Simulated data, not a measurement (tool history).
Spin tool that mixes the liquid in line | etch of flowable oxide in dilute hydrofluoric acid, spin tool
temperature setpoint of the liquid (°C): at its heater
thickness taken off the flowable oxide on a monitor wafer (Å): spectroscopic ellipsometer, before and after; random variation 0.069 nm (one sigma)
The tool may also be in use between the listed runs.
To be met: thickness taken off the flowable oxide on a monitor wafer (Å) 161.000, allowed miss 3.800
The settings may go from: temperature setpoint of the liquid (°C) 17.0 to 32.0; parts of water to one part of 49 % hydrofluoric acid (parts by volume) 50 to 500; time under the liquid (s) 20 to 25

run,hour,temperature setpoint of the liquid (°C),parts of water to one part of 49 % hydrofluoric acid (parts by volume),time under the liquid (s),thickness taken off the flowable oxide on a monitor wafer (Å)
1,0.0,24.0,275,25,45.844
2,1.4,21.5,275,25,41.636
3,5.0,23.5,230,25,56.271
4,10.5,23.5,230,20,44.847
5,15.2,25.0,230,20,47.614
6,23.8,25.0,285,20,36.195
7,27.8,26.5,235,20,48.802
8,31.5,27.5,195,20,63.559

5 next moves are on the table. One of them brings every result within its allowed miss. Which?
A,35.2,30.0,125,25,?
B,35.2,29.5,115,25,?
C,35.2,30.5,110,25,?
D,35.2,24.5,90,25,?
E,35.2,22.5,95,25,?

move,thickness taken off the flowable oxide on a monitor wafer (Å)
A,147.530
B,159.590
C,174.350
D,173.850
E,151.100
A: nearer than the last run, and not there yet
B: meets every target
C: takes the result that was furthest off past its target
D: takes the result that was furthest off past its target
E: nearer than the last run, and not there yet
Move B is the one to make.
